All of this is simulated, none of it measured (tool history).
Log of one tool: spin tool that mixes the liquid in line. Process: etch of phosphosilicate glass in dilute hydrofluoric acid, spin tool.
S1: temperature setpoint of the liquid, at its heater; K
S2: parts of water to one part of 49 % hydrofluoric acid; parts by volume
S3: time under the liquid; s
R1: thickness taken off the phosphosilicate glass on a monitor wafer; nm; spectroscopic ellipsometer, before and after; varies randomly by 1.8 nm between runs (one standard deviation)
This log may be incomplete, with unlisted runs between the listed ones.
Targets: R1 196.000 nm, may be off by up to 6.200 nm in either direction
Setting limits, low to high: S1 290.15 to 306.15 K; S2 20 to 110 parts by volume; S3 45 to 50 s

Run 1, day 0.000: S1 298.15 K, S2 60 parts by volume, S3 45 s. Result: R1 80.211 nm.
Run 2, day 0.254: S1 298.15 K, S2 60 parts by volume, S3 50 s. Result: R1 87.969 nm.
Run 3, day 0.425: S1 298.15 K, S2 50 parts by volume, S3 50 s. Result: R1 106.750 nm.
Run 4, day 0.633: S1 298.15 K, S2 50 parts by volume, S3 50 s. Result: R1 108.310 nm.
Run 5, day 0.808: S1 295.15 K, S2 50 parts by volume, S3 50 s. Result: R1 95.025 nm.
Run 6, day 1.154: S1 295.15 K, S2 60 parts by volume, S3 50 s. Result: R1 77.410 nm.
Run 7, day 1.529: S1 297.65 K, S2 55 parts by volume, S3 50 s. Result: R1 94.584 nm.
Run 8, day 1.725: S1 299.65 K, S2 50 parts by volume, S3 50 s. Result: R1 116.100 nm.
Run 9, day 1.929: S1 299.65 K, S2 50 parts by volume, S3 50 s. Result: R1 114.360 nm.
Run 10, day 2.133: S1 301.15 K, S2 45 parts by volume, S3 50 s. Result: R1 135.330 nm.

Of the 4 settings listed for the next run, only one would bring every result within its allowed miss of target. Which one?
Run A, day 2.338: S1 299.65 K, S2 30 parts by volume, S3 50 s. Result: R1 ?.
Run B, day 2.338: S1 303.65 K, S2 30 parts by volume, S3 45 s. Result: R1 ?.
Run C, day 2.338: S1 303.65 K, S2 35 parts by volume, S3 45 s. Result: R1 ?.
Run D, day 2.338: S1 301.65 K, S2 30 parts by volume, S3 50 s. Result: R1 ?.

move       R1
   A  194.810
   B  206.140
   C  175.290
   D  211.360
A: every result lands within tolerance
B: takes the biggest miss from the last run beyond its target
C: closer than the last run, but not yet in spec
D: takes the biggest miss from the last run beyond its target
A meets every target.
